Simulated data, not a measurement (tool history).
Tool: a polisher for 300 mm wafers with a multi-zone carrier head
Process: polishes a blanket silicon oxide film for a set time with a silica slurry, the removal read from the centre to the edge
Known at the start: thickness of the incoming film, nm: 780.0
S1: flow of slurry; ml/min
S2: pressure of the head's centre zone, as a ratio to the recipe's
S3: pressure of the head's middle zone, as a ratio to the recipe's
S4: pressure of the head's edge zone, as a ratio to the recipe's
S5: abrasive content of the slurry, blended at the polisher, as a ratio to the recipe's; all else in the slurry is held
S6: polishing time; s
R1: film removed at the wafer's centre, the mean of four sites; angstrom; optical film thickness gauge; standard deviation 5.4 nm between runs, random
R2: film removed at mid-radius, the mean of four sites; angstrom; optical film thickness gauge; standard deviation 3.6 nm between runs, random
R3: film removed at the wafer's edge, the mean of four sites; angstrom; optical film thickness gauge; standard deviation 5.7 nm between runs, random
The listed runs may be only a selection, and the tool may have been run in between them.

{"run": 1, "hour": 0.0, "S1": 310, "S2": 1, "S3": 1, "S4": 1, "S5": 1, "S6": 61, "R1": 2571.1, "R2": 2646.1, "R3": 2589.1}
{"run": 2, "hour": 4.2, "S1": 310, "S2": 1, "S3": 0.93, "S4": 1, "S5": 1, "S6": 61, "R1": 2581.1, "R2": 2487.3, "R3": 2625.5}
{"run": 3, "hour": 12.8, "S1": 315, "S2": 1.02, "S3": 0.96, "S4": 1.01, "S5": 1.1, "S6": 62, "R1": 2781.3, "R2": 2739.2, "R3": 2695.6}
{"run": 4, "hour": 17.4, "S1": 310, "S2": 1.02, "S3": 0.96, "S4": 1.02, "S5": 1.15, "S6": 65, "R1": 3003.7, "R2": 2928.3, "R3": 2985.2}
{"run": 5, "hour": 18.4, "S1": 340, "S2": 1.02, "S3": 0.96, "S4": 1.02, "S5": 1.15, "S6": 65, "R1": 3008.2, "R2": 2924.8, "R3": 2992.6}
{"run": 6, "hour": 22.1, "S1": 340, "S2": 1.02, "S3": 0.96, "S4": 0.98, "S5": 1.15, "S6": 65, "R1": 2959.9, "R2": 2978, "R3": 2831}
{"run": 7, "hour": 29.1, "S1": 340, "S2": 1.03, "S3": 0.99, "S4": 1, "S5": 1.2, "S6": 66, "R1": 3178.1, "R2": 3119.2, "R3": 3099}
{"run": 8, "hour": 30.5, "S1": 340, "S2": 1.04, "S3": 1.02, "S4": 0.99, "S5": 1.25, "S6": 67, "R1": 3305.9, "R2": 3300, "R3": 3127.8}
{"run": 9, "hour": 34.9, "S1": 340, "S2": 1.05, "S3": 1.04, "S4": 1, "S5": 1.3, "S6": 68, "R1": 3412.9, "R2": 3482.9, "R3": 3231.5}
{"run": 10, "hour": 39.5, "S1": 340, "S2": 1.06, "S3": 1.05, "S4": 1.01, "S5": 1.35, "S6": 69, "R1": 3522.9, "R2": 3688.6, "R3": 3323.5}

Predict the results of run 11:
{"run": 11, "hour": 43.3, "S1": 350, "S2": 1.13, "S3": 1.03, "S4": 1.09, "S5": 1.5, "S6": 74, "R1": "?", "R2": "?", "R3": "?"}

For run 11 the tool returned R1 4206.5 angstrom, R2 4104.3 angstrom, R3 3951.6 angstrom.
